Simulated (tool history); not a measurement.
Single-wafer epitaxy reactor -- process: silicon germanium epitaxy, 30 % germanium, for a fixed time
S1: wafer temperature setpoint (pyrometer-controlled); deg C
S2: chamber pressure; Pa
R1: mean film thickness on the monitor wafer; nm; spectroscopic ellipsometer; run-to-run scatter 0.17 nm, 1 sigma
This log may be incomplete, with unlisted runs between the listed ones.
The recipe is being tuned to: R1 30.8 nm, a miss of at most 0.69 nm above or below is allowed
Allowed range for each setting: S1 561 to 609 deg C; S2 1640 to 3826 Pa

run	hour	S1	S2	R1
1	0	585	2733	41.566
2	6.4	582	2720	39.58
3	8.1	579	2706	37.655
4	14.9	577	2693	36.113
5	21.1	581	2693	38.93
6	27.5	581	2373	36.412
7	30.1	579	2373	35.102
8	35.3	578	2373	34.391
9	40.6	577	2373	34.058
10	46.9	576	2373	33.299
11	52.5	575	2373	33.012
# hour 59: capacitance manometer re-zeroed and calibrated
12	59	574	2373	33.124
13	68	573	2373	32.458
14	75.5	572	2373	31.965

5 candidate next runs follow, results not yet known. Just one meets every target within its allowed miss. Identify it.
A	83	584	1693	?
B	83	573	2386	?
C	83	574	2533	?
D	83	568	2346	?
E	83	577	1840	?

move	R1
A	32.92
B	32.357
C	33.85
D	29.462
E	30.523
A: its largest miss is bigger than the last run's
B: its largest miss is bigger than the last run's
C: its largest miss is bigger than the last run's
D: takes the biggest miss from the last run beyond its target
E: hits every target within its allowed miss
Answer: E
